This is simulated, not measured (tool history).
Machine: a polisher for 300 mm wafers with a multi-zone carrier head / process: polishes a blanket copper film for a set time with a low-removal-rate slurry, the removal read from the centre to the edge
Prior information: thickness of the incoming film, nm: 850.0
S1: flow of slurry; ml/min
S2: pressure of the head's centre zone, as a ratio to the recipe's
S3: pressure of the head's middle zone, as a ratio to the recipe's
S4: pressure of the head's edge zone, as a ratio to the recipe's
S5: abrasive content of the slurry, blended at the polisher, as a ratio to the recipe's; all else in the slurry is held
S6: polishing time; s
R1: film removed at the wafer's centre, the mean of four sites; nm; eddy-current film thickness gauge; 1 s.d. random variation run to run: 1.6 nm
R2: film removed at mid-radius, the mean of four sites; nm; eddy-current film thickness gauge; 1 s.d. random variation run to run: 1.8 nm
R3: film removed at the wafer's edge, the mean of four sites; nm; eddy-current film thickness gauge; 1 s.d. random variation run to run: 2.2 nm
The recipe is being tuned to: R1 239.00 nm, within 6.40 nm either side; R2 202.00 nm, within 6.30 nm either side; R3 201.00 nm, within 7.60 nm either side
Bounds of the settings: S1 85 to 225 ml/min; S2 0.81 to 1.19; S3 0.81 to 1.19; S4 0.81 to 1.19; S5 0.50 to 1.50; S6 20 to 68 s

{"run": 1, "hour": 0.0, "S1": 145, "S2": 1.0, "S3": 1.0, "S4": 1.0, "S5": 1.0, "S6": 44, "R1": 171.17, "R2": 169.86, "R3": 167.62}
{"run": 2, "hour": 1.0, "S1": 145, "S2": 1.0, "S3": 0.95, "S4": 1.0, "S5": 1.0, "S6": 44, "R1": 168.5, "R2": 162.13, "R3": 168.92}
{"run": 3, "hour": 5.2, "S1": 145, "S2": 1.0, "S3": 0.95, "S4": 1.0, "S5": 1.0, "S6": 40, "R1": 155.16, "R2": 146.89, "R3": 152.35}
{"run": 4, "hour": 6.6, "S1": 145, "S2": 1.0, "S3": 0.95, "S4": 1.0, "S5": 0.8, "S6": 40, "R1": 147.95, "R2": 141.24, "R3": 145.28}
{"run": 5, "hour": 12.9, "S1": 155, "S2": 1.02, "S3": 0.97, "S4": 1.02, "S5": 0.9, "S6": 40, "R1": 157.15, "R2": 147.37, "R3": 150.74}
{"run": 6, "hour": 19.5, "S1": 155, "S2": 1.02, "S3": 0.97, "S4": 1.08, "S5": 0.9, "S6": 40, "R1": 156.94, "R2": 146.2, "R3": 155.7}
{"run": 7, "hour": 20.6, "S1": 160, "S2": 1.04, "S3": 0.99, "S4": 1.09, "S5": 1.0, "S6": 40, "R1": 163.76, "R2": 155.84, "R3": 161.48}
{"run": 8, "hour": 21.2, "S1": 200, "S2": 1.14, "S3": 0.96, "S4": 1.07, "S5": 1.25, "S6": 44, "R1": 217.32, "R2": 183.71, "R3": 191.98}
{"run": 9, "hour": 25.4, "S1": 200, "S2": 1.15, "S3": 0.97, "S4": 1.07, "S5": 1.25, "S6": 44, "R1": 216.55, "R2": 183.81, "R3": 192.38}
{"run": 10, "hour": 31.2, "S1": 205, "S2": 1.16, "S3": 0.97, "S4": 1.06, "S5": 1.25, "S6": 44, "R1": 222.82, "R2": 183.65, "R3": 191.42}
{"run": 11, "hour": 34.0, "S1": 205, "S2": 1.16, "S3": 0.97, "S4": 1.06, "S5": 1.25, "S6": 44, "R1": 223.52, "R2": 184.46, "R3": 188.38}
{"run": 12, "hour": 37.2, "S1": 205, "S2": 1.16, "S3": 0.98, "S4": 1.07, "S5": 1.25, "S6": 44, "R1": 217.47, "R2": 185.34, "R3": 190.63}
{"run": 13, "hour": 41.5, "S1": 205, "S2": 1.16, "S3": 0.98, "S4": 1.07, "S5": 1.3, "S6": 44, "R1": 221.94, "R2": 186.41, "R3": 193.08}

Next run, 4 choices. One meets every target within its allowed miss, the rest don't. Which?
{"run": "A", "hour": 45.8, "S1": 195, "S2": 1.19, "S3": 1.01, "S4": 1.06, "S5": 1.3, "S6": 47, "R1": "?", "R2": "?", "R3": "?"}
{"run": "B", "hour": 45.8, "S1": 225, "S2": 1.09, "S3": 1.06, "S4": 1.12, "S5": 1.4, "S6": 44, "R1": "?", "R2": "?", "R3": "?"}
{"run": "C", "hour": 45.8, "S1": 210, "S2": 1.14, "S3": 1.0, "S4": 1.17, "S5": 1.35, "S6": 41, "R1": "?", "R2": "?", "R3": "?"}
{"run": "D", "hour": 45.8, "S1": 170, "S2": 1.14, "S3": 0.93, "S4": 1.16, "S5": 1.5, "S6": 43, "R1": "?", "R2": "?", "R3": "?"}

move=A R1=241.28 R2=204.50 R3=199.39
move=B R1=216.08 R2=205.99 R3=197.93
move=C R1=206.19 R2=180.51 R3=185.95
move=D R1=213.35 R2=177.79 R3=194.17
A: in spec on every target
B: moves away from the targets compared with the last run
C: moves away from the targets compared with the last run
D: moves away from the targets compared with the last run
Go with A: it meets all targets.
